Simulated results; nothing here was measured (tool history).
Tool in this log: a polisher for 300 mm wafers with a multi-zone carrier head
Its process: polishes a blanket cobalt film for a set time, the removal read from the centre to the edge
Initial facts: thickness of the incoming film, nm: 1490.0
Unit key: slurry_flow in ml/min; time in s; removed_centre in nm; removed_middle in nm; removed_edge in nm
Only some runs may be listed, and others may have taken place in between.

| run | hour | slurry_flow | centre_zone | middle_zone | edge_zone | time | removed_centre | removed_middle | removed_edge |
|---|---|---|---|---|---|---|---|---|---|
| 1 | 0.0 | 185 | 1.00 | 1.00 | 1.00 | 44 | 319.53 | 311.01 | 319.99 |
| 2 | 6.6 | 190 | 0.97 | 1.00 | 1.06 | 48 | 331.84 | 335.54 | 362.53 |
| 3 | 8.1 | 190 | 0.97 | 0.93 | 1.06 | 48 | 331.05 | 314.44 | 363.52 |
| 4 | 15.9 | 170 | 0.97 | 0.93 | 1.06 | 48 | 323.06 | 311.25 | 360.55 |
| 5 | 23.5 | 175 | 0.97 | 0.96 | 1.10 | 51 | 349.06 | 342.20 | 390.91 |
| 6 | 30.0 | 150 | 0.97 | 0.96 | 1.10 | 51 | 337.90 | 334.25 | 389.09 |

The next listed run, before its measurement:
| 7 | 34.8 | 160 | 0.96 | 0.98 | 1.13 | 53 | ? | ? | ? |

removed_centre: 360.85 nm
removed_middle: 354.09 nm
removed_edge: 399.96 nm

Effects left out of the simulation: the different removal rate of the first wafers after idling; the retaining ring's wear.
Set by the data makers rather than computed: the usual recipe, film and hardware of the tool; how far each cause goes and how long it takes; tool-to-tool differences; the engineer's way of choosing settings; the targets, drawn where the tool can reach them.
